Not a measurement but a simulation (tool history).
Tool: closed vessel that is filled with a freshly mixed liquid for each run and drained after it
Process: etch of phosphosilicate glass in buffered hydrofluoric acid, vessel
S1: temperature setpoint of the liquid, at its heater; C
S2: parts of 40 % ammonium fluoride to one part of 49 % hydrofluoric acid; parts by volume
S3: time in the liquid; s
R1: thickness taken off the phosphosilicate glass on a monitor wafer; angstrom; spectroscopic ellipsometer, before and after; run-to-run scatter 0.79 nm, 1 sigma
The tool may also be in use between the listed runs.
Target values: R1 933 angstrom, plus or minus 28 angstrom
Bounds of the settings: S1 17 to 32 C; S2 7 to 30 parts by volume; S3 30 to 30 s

run	day	S1	S2	S3	R1
1	0	24	20	30	556.65
2	0.046	25	19.5	30	599.14
3	0.233	26	19	30	633.51
4	0.362	26	19	30	634.78
5	0.612	26	15	30	799
# day 0.95: hydrofluoric acid flow meter replaced
6	0.95	24	15	30	780.6
7	1	24.5	15	30	796.8
8	1.367	25	15	30	816.99
9	1.538	25.5	15	30	844.86

Which of these 4 next moves meets every target?
A	1.708	26.5	13	30	?
B	1.708	24	12.5	30	?
C	1.708	19	10	30	?
D	1.708	28	14	30	?

move	R1
A	1021.9
B	927.46
C	873.88
D	1029.7
A: the result that was furthest off in the last run now lies on the other side of its target
B: every result within its allowed miss
C: moves toward the targets from the last run without getting all of them in spec
D: the result that was furthest off in the last run now lies on the other side of its target
B meets every target.
